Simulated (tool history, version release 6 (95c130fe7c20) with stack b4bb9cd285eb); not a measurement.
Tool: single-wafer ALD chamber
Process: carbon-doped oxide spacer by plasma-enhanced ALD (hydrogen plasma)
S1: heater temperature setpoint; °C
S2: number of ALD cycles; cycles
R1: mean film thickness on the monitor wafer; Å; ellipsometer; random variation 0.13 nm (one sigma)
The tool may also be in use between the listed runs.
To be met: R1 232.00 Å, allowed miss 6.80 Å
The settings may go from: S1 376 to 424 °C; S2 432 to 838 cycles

run,hour,S1,S2,R1
1,0.0,400,635,305.99
2,2.6,400,598,284.53
3,11.5,400,574,273.94
4,20.9,393,574,274.46
5,23.9,393,554,263.55
6,26.1,393,539,254.86
# hour 30.6: thermocouple changed; heater temperature recalibrated
7,30.6,393,539,254.29
8,40.7,393,529,249.73
9,50.6,393,521,252.40
10,54.3,393,509,242.12

Which of these 4 next moves meets every target?
A,58.0,388,528,?
B,58.0,386,525,?
C,58.0,396,521,?
D,58.0,392,487,?

move,R1
A,255.61
B,254.16
C,252.22
D,235.76
A: further off than the last run
B: further off than the last run
C: further off than the last run
D: meets every target
Move D is the one to make.

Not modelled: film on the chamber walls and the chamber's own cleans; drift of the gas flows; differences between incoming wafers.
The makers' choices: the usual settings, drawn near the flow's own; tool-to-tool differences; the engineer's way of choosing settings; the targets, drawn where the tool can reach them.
